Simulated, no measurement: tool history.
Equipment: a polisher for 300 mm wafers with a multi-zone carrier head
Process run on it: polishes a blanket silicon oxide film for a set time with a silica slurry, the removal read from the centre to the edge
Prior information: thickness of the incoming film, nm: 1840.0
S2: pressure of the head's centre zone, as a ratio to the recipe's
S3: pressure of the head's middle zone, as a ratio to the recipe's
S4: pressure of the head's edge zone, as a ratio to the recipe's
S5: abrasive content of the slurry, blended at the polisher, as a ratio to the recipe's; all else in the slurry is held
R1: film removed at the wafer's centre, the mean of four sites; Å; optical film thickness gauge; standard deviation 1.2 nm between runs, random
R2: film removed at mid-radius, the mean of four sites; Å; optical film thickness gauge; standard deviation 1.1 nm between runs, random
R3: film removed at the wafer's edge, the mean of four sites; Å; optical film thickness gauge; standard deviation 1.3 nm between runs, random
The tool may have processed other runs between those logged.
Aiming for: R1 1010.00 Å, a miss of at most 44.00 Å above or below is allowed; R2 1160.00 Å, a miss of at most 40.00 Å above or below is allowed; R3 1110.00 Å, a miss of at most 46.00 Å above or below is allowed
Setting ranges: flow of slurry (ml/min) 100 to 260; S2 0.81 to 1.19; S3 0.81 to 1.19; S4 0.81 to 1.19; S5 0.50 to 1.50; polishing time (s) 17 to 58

Run 1, hour 0.0: flow of slurry (ml/min) 165, S2 1.00, S3 1.00, S4 1.00, S5 1.00, polishing time (s) 37. Result: R1 831.45 Å, R2 892.82 Å, R3 945.68 Å.
Run 2, hour 4.0: flow of slurry (ml/min) 175, S2 1.01, S3 1.03, S4 1.02, S5 1.05, polishing time (s) 37. Result: R1 847.40 Å, R2 954.73 Å, R3 944.07 Å.
Run 3, hour 8.7: flow of slurry (ml/min) 205, S2 1.01, S3 1.03, S4 1.02, S5 1.05, polishing time (s) 37. Result: R1 859.25 Å, R2 946.50 Å, R3 985.17 Å.
Run 4, hour 17.4: flow of slurry (ml/min) 210, S2 1.02, S3 1.04, S4 1.03, S5 1.10, polishing time (s) 37. Result: R1 888.83 Å, R2 987.82 Å, R3 1015.40 Å.
Run 5, hour 26.1: flow of slurry (ml/min) 210, S2 1.02, S3 1.04, S4 1.09, S5 1.10, polishing time (s) 37. Result: R1 906.75 Å, R2 976.14 Å, R3 1032.70 Å.
At hour 28.5: centre zone pressure recalibrated.
Run 6, hour 28.5: flow of slurry (ml/min) 215, S2 1.03, S3 1.06, S4 1.09, S5 1.15, polishing time (s) 37. Result: R1 1055.40 Å, R2 1038.40 Å, R3 1067.80 Å.
Run 7, hour 31.2: flow of slurry (ml/min) 220, S2 1.01, S3 1.07, S4 1.08, S5 1.15, polishing time (s) 37. Result: R1 1042.80 Å, R2 1017.90 Å, R3 1058.40 Å.
Run 8, hour 32.1: flow of slurry (ml/min) 215, S2 1.04, S3 1.05, S4 1.05, S5 1.15, polishing time (s) 38. Result: R1 1104.20 Å, R2 1056.00 Å, R3 1061.30 Å.
Run 9, hour 35.9: flow of slurry (ml/min) 215, S2 1.02, S3 1.08, S4 1.05, S5 1.15, polishing time (s) 38. Result: R1 1084.40 Å, R2 1071.10 Å, R3 1076.70 Å.
Run 10, hour 41.0: flow of slurry (ml/min) 210, S2 0.98, S3 1.10, S4 1.02, S5 1.15, polishing time (s) 39. Result: R1 1060.40 Å, R2 1126.90 Å, R3 1100.70 Å.

Below are 5 possible settings for the next run. Only one of them brings all results inside the allowed miss of their targets. Which is it?
Run A, hour 46.1: flow of slurry (ml/min) 200, S2 1.03, S3 1.19, S4 0.97, S5 1.25, polishing time (s) 37. Result: R1 ?, R2 ?, R3 ?.
Run B, hour 46.1: flow of slurry (ml/min) 225, S2 1.01, S3 1.15, S4 1.06, S5 1.10, polishing time (s) 41. Result: R1 ?, R2 ?, R3 ?.
Run C, hour 46.1: flow of slurry (ml/min) 220, S2 0.94, S3 1.07, S4 1.08, S5 1.15, polishing time (s) 38. Result: R1 ?, R2 ?, R3 ?.
Run D, hour 46.1: flow of slurry (ml/min) 175, S2 0.90, S3 1.11, S4 0.99, S5 1.45, polishing time (s) 37. Result: R1 ?, R2 ?, R3 ?.
Run E, hour 46.1: flow of slurry (ml/min) 185, S2 1.03, S3 1.15, S4 1.01, S5 1.05, polishing time (s) 42. Result: R1 ?, R2 ?, R3 ?.

move       R1       R2       R3
   A  1069.20  1176.30  1055.30
   B  1104.60  1202.00  1143.90
   C   971.39  1069.60  1091.80
   D   979.29  1165.90  1123.40
   E  1100.10  1176.50  1106.00
A: the biggest miss grows against the last run
B: the biggest miss grows against the last run
C: corrects the largest miss of the last run, while another result sits out of spec
D: each result inside its tolerance
E: the biggest miss grows against the last run
Correct choice: D, which meets every target
